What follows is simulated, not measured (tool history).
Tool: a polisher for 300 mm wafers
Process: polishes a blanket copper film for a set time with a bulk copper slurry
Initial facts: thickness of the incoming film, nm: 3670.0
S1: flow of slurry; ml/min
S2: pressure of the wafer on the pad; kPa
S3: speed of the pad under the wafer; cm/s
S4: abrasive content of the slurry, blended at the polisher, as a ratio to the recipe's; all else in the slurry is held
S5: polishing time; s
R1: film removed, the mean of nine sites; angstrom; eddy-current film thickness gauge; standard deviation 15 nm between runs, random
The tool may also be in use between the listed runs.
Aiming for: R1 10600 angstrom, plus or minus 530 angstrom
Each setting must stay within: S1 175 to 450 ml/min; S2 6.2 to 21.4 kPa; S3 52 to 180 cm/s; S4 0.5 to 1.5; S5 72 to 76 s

run	hour	S1	S2	S3	S4	S5	R1
1	0	290	13.8	116	1	72	5795
2	1.9	290	13.8	106	1	72	5239.7
3	4	290	15.2	110	1	72	6089.7
4	5.8	290	15.2	110	0.9	72	5838.6
5	13.7	290	16.5	114	0.9	72	6681
6	21	290	16.5	140	0.9	72	8133.3
7	23.8	290	17.2	140	0.9	72	8543.6
8	30.8	290	17.9	140	0.9	72	8726.3
9	35.9	290	18.6	140	0.9	72	8988.6
10	40.9	290	19.3	140	0.9	72	9263.2
11	44.9	290	20	140	0.9	72	9541

Which of these 4 next moves meets every target?
A	48.9	275	20	128	0.75	72	?
B	48.9	370	17.9	144	0.7	72	?
C	48.9	195	17.2	156	0.95	75	?
D	48.9	235	21.4	138	0.85	76	?

move	R1
A	8518.1
B	8695
C	9351.7
D	10398
A: moves away from the targets compared with the last run
B: moves away from the targets compared with the last run
C: moves away from the targets compared with the last run
D: all results in spec
So the answer is move D, the one that meets all the targets.

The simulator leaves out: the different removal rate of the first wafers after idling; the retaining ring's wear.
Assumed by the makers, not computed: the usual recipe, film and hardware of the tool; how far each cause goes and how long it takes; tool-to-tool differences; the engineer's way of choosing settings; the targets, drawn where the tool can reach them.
